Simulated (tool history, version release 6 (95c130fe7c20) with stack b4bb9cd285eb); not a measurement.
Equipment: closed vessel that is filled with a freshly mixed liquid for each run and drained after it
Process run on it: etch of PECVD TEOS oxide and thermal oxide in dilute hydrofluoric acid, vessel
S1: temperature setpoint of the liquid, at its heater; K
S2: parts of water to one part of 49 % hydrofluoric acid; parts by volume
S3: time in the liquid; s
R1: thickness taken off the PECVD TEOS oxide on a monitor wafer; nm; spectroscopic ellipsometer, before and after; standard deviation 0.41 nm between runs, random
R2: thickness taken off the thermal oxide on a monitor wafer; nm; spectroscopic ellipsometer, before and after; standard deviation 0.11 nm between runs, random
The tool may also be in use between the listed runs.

Run 1, hour 0.0: S1 299.15 K, S2 45 parts by volume, S3 75 s. Result: R1 51.209 nm, R2 9.5825 nm.
Run 2, hour 7.8: S1 299.15 K, S2 50 parts by volume, S3 75 s. Result: R1 45.434 nm, R2 8.5911 nm.
Run 3, hour 11.3: S1 301.15 K, S2 50 parts by volume, S3 75 s. Result: R1 49.517 nm, R2 9.4015 nm.
Run 4, hour 16.6: S1 304.15 K, S2 50 parts by volume, S3 75 s. Result: R1 55.507 nm, R2 10.4970 nm.
Run 5, hour 20.8: S1 304.15 K, S2 50 parts by volume, S3 90 s. Result: R1 66.315 nm, R2 12.7360 nm.
Run 6, hour 30.0: S1 304.15 K, S2 60 parts by volume, S3 90 s. Result: R1 54.376 nm, R2 10.4220 nm.
Run 7, hour 33.9: S1 305.15 K, S2 60 parts by volume, S3 90 s. Result: R1 56.478 nm, R2 10.8110 nm.

Expected results for the next run?
Run 8, hour 35.6: S1 305.65 K, S2 60 parts by volume, S3 90 s. Result: R1 ?, R2 ?.

R1: 58.158 nm
R2: 10.9690 nm
